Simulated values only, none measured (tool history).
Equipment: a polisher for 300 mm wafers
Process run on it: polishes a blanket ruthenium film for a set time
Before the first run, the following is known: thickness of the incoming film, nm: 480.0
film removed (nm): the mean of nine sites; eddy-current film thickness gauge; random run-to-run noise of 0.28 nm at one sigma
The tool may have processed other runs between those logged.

run,hour,flow of slurry (ml/min),pressure of the wafer on the pad (psi),speed of the pad under the wafer (cm/s),polishing time (s),film removed (nm)
1,0.0,130,2.6,92,32,46.037
2,5.5,125,2.5,92,32,43.636
3,9.7,105,2.5,92,32,41.942
4,15.5,95,2.3,92,32,37.776
5,21.0,95,2.3,106,32,42.268
6,25.4,95,2.2,106,32,40.775

Estimate the outcome of run 7 from the log above:
7,28.2,90,2.0,106,32,?

Run 7 came out at film removed (nm) 36.832.
